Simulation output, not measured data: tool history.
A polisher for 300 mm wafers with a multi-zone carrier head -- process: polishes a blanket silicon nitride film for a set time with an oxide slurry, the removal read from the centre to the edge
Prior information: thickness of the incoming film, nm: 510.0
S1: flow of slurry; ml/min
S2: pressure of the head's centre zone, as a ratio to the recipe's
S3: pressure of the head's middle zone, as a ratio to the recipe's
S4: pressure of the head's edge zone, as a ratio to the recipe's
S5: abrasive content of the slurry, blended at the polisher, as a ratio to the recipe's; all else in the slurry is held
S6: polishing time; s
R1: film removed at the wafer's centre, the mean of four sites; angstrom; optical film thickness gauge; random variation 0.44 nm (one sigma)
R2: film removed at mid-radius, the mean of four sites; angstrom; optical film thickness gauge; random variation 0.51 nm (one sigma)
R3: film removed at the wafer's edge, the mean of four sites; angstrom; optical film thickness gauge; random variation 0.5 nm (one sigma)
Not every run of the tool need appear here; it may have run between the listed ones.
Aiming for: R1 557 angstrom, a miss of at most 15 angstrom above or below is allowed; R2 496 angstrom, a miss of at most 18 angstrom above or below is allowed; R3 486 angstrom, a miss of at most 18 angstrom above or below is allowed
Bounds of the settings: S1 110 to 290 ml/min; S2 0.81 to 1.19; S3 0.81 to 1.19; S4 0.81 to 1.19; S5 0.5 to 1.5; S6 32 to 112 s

run 1 hour=0 | S1=185 S2=1 S3=1 S4=1 S5=1 S6=72 | R1=469.52 R2=474.13 R3=460.55
run 2 hour=3.2 | S1=185 S2=1 S3=1 S4=1 S5=1.15 S6=72 | R1=496.3 R2=516.13 R3=497.19
run 3 hour=8.6 | S1=185 S2=1 S3=1 S4=0.94 S5=1.15 S6=72 | R1=496.37 R2=513.63 R3=481.89
run 4 hour=11.2 | S1=195 S2=1.02 S3=0.99 S4=0.94 S5=1.15 S6=72 | R1=506.75 R2=509.26 R3=469.94
run 5 hour=19.9 | S1=195 S2=1.02 S3=0.99 S4=0.94 S5=1.3 S6=72 | R1=541.97 R2=534.34 R3=506.94
run 6 hour=28.9 | S1=195 S2=1.06 S3=0.99 S4=0.94 S5=1.3 S6=72 | R1=552.57 R2=522.79 R3=508.52
run 7 hour=33.3 | S1=195 S2=1.07 S3=0.98 S4=0.93 S5=1.3 S6=72 | R1=564.31 R2=530.39 R3=501.24
run 8 hour=36.3 | S1=190 S2=1.07 S3=0.97 S4=0.93 S5=1.3 S6=72 | R1=559.98 R2=526.47 R3=513.54
run 9 hour=41.2 | S1=195 S2=1.08 S3=0.96 S4=0.92 S5=1.3 S6=72 | R1=563.89 R2=521.61 R3=501.36
run 10 hour=42.2 | S1=195 S2=1.08 S3=0.95 S4=0.92 S5=1.3 S6=72 | R1=563.64 R2=514 R3=497.95

Which of these 4 next moves meets every target?
run A hour=43.2 | S1=285 S2=1.09 S3=0.94 S4=0.94 S5=1.25 S6=68 | R1=? R2=? R3=?
run B hour=43.2 | S1=170 S2=1.03 S3=0.97 S4=0.88 S5=1.3 S6=77 | R1=? R2=? R3=?
run C hour=43.2 | S1=230 S2=1.19 S3=0.93 S4=0.84 S5=1.15 S6=70 | R1=? R2=? R3=?
run D hour=43.2 | S1=170 S2=1.14 S3=0.88 S4=0.99 S5=1.35 S6=68 | R1=? R2=? R3=?

move=A R1=558.91 R2=502.4 R3=492.02
move=B R1=559.7 R2=549.89 R3=521.65
move=C R1=589.96 R2=482.87 R3=458.84
move=D R1=555.35 R2=458.78 R3=491.09
A: meets every target
B: further off than the last run
C: corrects the largest miss of the last run, while another result sits out of spec
D: takes the result that was furthest off past its target
Correct choice: A, which meets every target

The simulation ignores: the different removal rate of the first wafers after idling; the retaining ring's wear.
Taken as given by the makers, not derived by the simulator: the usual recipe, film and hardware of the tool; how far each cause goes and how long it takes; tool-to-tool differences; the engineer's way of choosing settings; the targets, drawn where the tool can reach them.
